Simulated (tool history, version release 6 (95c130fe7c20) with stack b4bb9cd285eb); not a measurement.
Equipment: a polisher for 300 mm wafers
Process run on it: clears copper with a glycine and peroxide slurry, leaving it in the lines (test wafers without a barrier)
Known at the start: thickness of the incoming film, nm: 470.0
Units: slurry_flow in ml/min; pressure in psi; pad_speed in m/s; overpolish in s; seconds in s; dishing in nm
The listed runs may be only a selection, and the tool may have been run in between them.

run,day,slurry_flow,pressure,pad_speed,overpolish,seconds,dishing
1,0.000,310,3.1,1.02,17,72.068,31.091
2,0.171,310,3.4,1.02,17,64.726,31.770
3,0.429,375,3.4,1.02,17,65.995,31.313
4,0.746,345,3.4,1.02,17,64.632,32.269
5,1.017,345,3.1,1.02,16,69.908,30.409
6,1.308,380,3.1,1.02,16,68.456,31.576
7,1.354,370,2.8,1.00,15,77.401,29.758
8,1.538,370,2.7,1.00,15,77.405,29.611
9,1.825,370,2.6,1.00,15,82.053,29.598

Run 10 is up next; what results do you expect?
10,1.867,370,2.5,1.00,15,?,?

seconds: 83.433 s
dishing: 29.172 nm
